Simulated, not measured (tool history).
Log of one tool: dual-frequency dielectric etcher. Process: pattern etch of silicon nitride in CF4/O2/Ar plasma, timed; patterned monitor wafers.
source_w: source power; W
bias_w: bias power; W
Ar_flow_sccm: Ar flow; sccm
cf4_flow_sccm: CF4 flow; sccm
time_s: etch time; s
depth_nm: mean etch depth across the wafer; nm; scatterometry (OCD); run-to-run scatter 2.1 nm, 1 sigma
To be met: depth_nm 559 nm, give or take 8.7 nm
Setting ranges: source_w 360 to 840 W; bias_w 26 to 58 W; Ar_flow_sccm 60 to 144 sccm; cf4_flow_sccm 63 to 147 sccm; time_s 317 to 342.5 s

run	hour	source_w	bias_w	Ar_flow_sccm	cf4_flow_sccm	time_s	depth_nm
1	0	600	42	102	105	342.5	729.84
2	0.6	550	42	102	105	342.5	687.52
3	6	550	42	102	105	317	638.45
4	6.7	530	42	102	105	317	622.11
5	8	610	42	102	105	317	682.04
6	8.8	610	47	102	105	317	708
7	11	570	47	102	105	317	677.1
8	18.9	530	47	102	105	317	647.84
9	24.6	500	47	102	105	317	626.36
10	33.3	400	47	102	105	317	546.34

Pick the move, out of 4, that brings all results within their allowed miss; only one does.
A	42	360	54	103	101	317	?
B	42	390	47	114	95	338.5	?
C	42	360	50	112	109	317	?
D	42	390	43	121	107	338	?

move	depth_nm
A	538.5
B	558.92
C	521.06
D	541.93
A: the biggest miss grows against the last run
B: each result inside its tolerance
C: the biggest miss grows against the last run
D: the biggest miss grows against the last run
Correct choice: B, which meets every target
